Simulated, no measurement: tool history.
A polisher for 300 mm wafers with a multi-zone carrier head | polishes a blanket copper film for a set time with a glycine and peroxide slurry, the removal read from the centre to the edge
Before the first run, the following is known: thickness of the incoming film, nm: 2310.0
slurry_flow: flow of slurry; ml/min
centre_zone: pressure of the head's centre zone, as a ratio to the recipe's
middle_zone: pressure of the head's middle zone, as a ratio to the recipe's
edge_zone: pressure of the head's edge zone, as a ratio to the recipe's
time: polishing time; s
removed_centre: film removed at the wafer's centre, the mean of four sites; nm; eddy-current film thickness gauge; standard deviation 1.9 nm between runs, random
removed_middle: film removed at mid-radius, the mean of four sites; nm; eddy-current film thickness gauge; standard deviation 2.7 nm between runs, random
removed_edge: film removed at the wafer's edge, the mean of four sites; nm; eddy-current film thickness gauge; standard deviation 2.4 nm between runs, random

| run | hour | slurry_flow | centre_zone | middle_zone | edge_zone | time | removed_centre | removed_middle | removed_edge |
|---|---|---|---|---|---|---|---|---|---|
| 1 | 0.0 | 225 | 1.00 | 1.00 | 1.00 | 76 | 554.07 | 497.31 | 507.53 |
| 2 | 6.2 | 250 | 1.00 | 1.00 | 1.00 | 76 | 552.83 | 495.04 | 521.22 |
| 3 | 14.1 | 230 | 0.97 | 0.98 | 1.02 | 68 | 477.11 | 433.16 | 468.95 |
| 4 | 15.9 | 230 | 0.97 | 0.98 | 1.02 | 54 | 375.97 | 338.29 | 365.65 |
| 5 | 22.7 | 230 | 0.94 | 0.98 | 1.03 | 50 | 342.34 | 319.92 | 347.06 |
| 6 | 30.9 | 225 | 0.92 | 0.98 | 1.04 | 47 | 312.42 | 299.16 | 324.49 |
| 7 | 36.5 | 215 | 0.90 | 0.98 | 1.06 | 46 | 297.84 | 289.81 | 319.90 |
|  | 41.5 | centre zone pressure recalibrated |
| 8 | 41.5 | 205 | 0.88 | 0.98 | 1.07 | 45 | 249.17 | 280.51 | 311.47 |
| 9 | 49.3 | 170 | 0.89 | 0.92 | 1.02 | 40 | 220.43 | 237.88 | 265.55 |
| 10 | 57.6 | 175 | 0.89 | 0.93 | 1.03 | 40 | 218.47 | 239.20 | 271.47 |
| 11 | 63.3 | 180 | 0.89 | 0.93 | 1.04 | 40 | 224.47 | 241.24 | 265.45 |

The next listed run, before its measurement:
| 12 | 64.3 | 185 | 0.89 | 0.93 | 1.06 | 40 | ? | ? | ? |

{"run 12": {"removed_centre": 223.9, "removed_middle": 243.16, "removed_edge": 270.0}}
